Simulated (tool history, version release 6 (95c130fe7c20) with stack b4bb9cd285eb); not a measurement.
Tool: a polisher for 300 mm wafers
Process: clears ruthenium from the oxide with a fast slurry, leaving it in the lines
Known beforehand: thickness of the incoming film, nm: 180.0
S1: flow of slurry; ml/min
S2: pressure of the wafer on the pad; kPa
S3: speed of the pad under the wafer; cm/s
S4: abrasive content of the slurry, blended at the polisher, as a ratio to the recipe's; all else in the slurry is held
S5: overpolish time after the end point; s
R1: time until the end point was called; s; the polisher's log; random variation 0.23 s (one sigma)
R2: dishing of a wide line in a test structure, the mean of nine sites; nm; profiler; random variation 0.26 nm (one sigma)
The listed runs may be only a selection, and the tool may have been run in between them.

{"run": 1, "hour": 0.0, "S1": 265, "S2": 21.4, "S3": 84, "S4": 1.0, "S5": 9, "R1": 41.661, "R2": 27.934}
{"run": 2, "hour": 5.5, "S1": 265, "S2": 21.4, "S3": 84, "S4": 1.0, "S5": 8, "R1": 42.544, "R2": 23.924}
{"run": 3, "hour": 8.5, "S1": 270, "S2": 23.4, "S3": 84, "S4": 1.0, "S5": 7, "R1": 38.185, "R2": 24.095}
{"run": 4, "hour": 11.3, "S1": 245, "S2": 24.8, "S3": 86, "S4": 1.0, "S5": 6, "R1": 35.929, "R2": 21.561}
{"run": 5, "hour": 12.5, "S1": 225, "S2": 26.9, "S3": 86, "S4": 0.95, "S5": 5, "R1": 34.084, "R2": 18.816}
{"run": 6, "hour": 20.9, "S1": 225, "S2": 24.1, "S3": 86, "S4": 0.95, "S5": 5, "R1": 38.315, "R2": 17.494}
{"run": 7, "hour": 23.1, "S1": 210, "S2": 26.2, "S3": 88, "S4": 0.85, "S5": 5, "R1": 37.001, "R2": 17.266}
{"run": 8, "hour": 26.5, "S1": 210, "S2": 26.2, "S3": 88, "S4": 0.85, "S5": 5, "R1": 36.472, "R2": 17.913}
{"run": 9, "hour": 29.0, "S1": 200, "S2": 28.3, "S3": 88, "S4": 0.85, "S5": 5, "R1": 34.632, "R2": 19.299}
{"run": 10, "hour": 30.5, "S1": 190, "S2": 29.0, "S3": 94, "S4": 0.75, "S5": 5, "R1": 34.512, "R2": 18.8}
{"run": 11, "hour": 37.1, "S1": 185, "S2": 30.3, "S3": 94, "S4": 0.75, "S5": 5, "R1": 32.746, "R2": 20.376}
{"run": 12, "hour": 40.7, "S1": 180, "S2": 29.6, "S3": 98, "S4": 0.75, "S5": 5, "R1": 32.154, "R2": 20.794}
{"run": 13, "hour": 44.9, "S1": 255, "S2": 31.7, "S3": 94, "S4": 0.8, "S5": 3, "R1": 29.197, "R2": 13.924}

Run 14 has not been measured yet. What should we expect?
{"run": 14, "hour": 51.8, "S1": 255, "S2": 32.4, "S3": 94, "S4": 0.8, "S5": 3, "R1": "?", "R2": "?"}

Run 14 measured R1 28.556 s, R2 14.296 nm.

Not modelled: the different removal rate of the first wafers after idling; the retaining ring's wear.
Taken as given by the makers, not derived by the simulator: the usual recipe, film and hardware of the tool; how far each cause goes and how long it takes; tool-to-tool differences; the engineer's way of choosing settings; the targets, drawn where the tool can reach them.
